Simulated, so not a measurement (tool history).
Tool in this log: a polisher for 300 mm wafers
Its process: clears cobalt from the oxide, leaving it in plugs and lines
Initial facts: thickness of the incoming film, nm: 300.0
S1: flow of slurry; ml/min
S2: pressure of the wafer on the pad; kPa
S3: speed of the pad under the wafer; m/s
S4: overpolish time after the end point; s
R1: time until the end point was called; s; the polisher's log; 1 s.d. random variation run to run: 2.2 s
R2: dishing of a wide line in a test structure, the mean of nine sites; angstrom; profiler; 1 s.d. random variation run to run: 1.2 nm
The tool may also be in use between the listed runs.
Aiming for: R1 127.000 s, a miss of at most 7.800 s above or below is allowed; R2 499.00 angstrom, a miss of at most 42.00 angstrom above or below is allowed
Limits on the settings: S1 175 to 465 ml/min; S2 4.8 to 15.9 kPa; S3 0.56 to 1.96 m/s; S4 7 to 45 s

| run | hour | S1 | S2 | S3 | S4 | R1 | R2 |
|---|---|---|---|---|---|---|---|
| 1 | 0.0 | 295 | 10.3 | 1.26 | 23 | 63.019 | 653.94 |
| 2 | 2.1 | 230 | 10.3 | 1.26 | 23 | 63.714 | 635.73 |
| 3 | 3.2 | 195 | 10.3 | 1.26 | 23 | 67.142 | 653.96 |
| 4 | 6.8 | 195 | 10.3 | 1.26 | 19 | 65.713 | 567.44 |
| 5 | 12.9 | 195 | 8.3 | 1.26 | 19 | 82.953 | 486.57 |
| 6 | 13.7 | 225 | 8.3 | 1.26 | 19 | 81.007 | 514.88 |
| 7 | 19.0 | 225 | 7.6 | 1.24 | 20 | 91.846 | 488.23 |
| 8 | 23.8 | 225 | 7.6 | 1.24 | 21 | 89.512 | 496.55 |
| 9 | 30.4 | 225 | 7.6 | 1.24 | 22 | 89.146 | 513.02 |
| 10 | 32.7 | 225 | 7.6 | 1.22 | 23 | 90.970 | 523.89 |
| 11 | 38.9 | 225 | 7.6 | 1.22 | 24 | 91.429 | 566.74 |
| 12 | 45.0 | 220 | 4.8 | 1.10 | 26 | 152.630 | 397.26 |
| 13 | 46.0 | 230 | 5.5 | 1.10 | 28 | 129.850 | 460.55 |
| 14 | 49.8 | 230 | 5.5 | 1.10 | 30 | 131.140 | 485.02 |

Which single option among these 4 for the next run brings every result within its allowed miss of target? Just one does.
| A | 53.6 | 245 | 4.8 | 1.30 | 29 | ? | ? |
| B | 53.6 | 230 | 5.5 | 1.06 | 32 | ? | ? |
| C | 53.6 | 225 | 4.8 | 1.16 | 31 | ? | ? |
| D | 53.6 | 235 | 6.9 | 1.02 | 21 | ? | ? |

| move | R1 | R2 |
|---|---|---|
| A | 130.420 | 497.19 |
| B | 141.210 | 504.12 |
| C | 147.190 | 479.21 |
| D | 118.220 | 422.51 |
A: every result lands within tolerance
B: further off than the last run
C: further off than the last run
D: takes the result that was furthest off past its target
A is the move that brings every result within its allowed miss.
